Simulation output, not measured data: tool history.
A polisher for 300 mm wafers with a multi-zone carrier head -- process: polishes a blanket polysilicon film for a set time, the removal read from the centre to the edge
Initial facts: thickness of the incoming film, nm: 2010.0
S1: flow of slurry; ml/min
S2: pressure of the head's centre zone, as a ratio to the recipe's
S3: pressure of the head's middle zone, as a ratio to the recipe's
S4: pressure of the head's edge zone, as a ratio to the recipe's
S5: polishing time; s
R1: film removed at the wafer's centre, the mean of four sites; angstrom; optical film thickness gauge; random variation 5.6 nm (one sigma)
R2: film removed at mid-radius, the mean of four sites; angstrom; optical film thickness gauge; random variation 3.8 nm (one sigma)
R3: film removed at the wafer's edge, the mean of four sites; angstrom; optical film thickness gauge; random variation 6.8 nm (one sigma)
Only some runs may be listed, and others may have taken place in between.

run	hour	S1	S2	S3	S4	S5	R1	R2	R3
1	0.0	215	1.00	1.00	1.00	60	5856.6	5610.3	5713.1
2	1.4	210	0.99	0.98	0.99	59	5718.4	5319.6	5611.4
3	9.4	210	0.99	0.98	0.99	45	4326.7	4140.4	4301.9
4	12.9	215	1.00	0.98	1.01	45	4374.6	4058.2	4401.5
5	20.2	215	1.00	0.98	0.93	45	4373.4	4087.3	4167.0
6	27.8	220	1.01	0.98	0.95	45	4488.5	4059.2	4205.0
7	29.6	225	1.01	0.98	0.97	45	4426.7	4117.1	4154.9
8	32.7	215	1.02	0.98	0.98	46	4623.2	4197.4	4378.5
9	35.5	210	1.02	0.98	1.00	46	4601.9	4120.4	4393.2

Run 10, settings as shown, results not yet in. Your forecast:
10	36.7	210	1.02	0.98	1.01	46	?	?	?

For run 10 the tool returned R1 4539.2 angstrom, R2 4200.9 angstrom, R3 4482.8 angstrom.
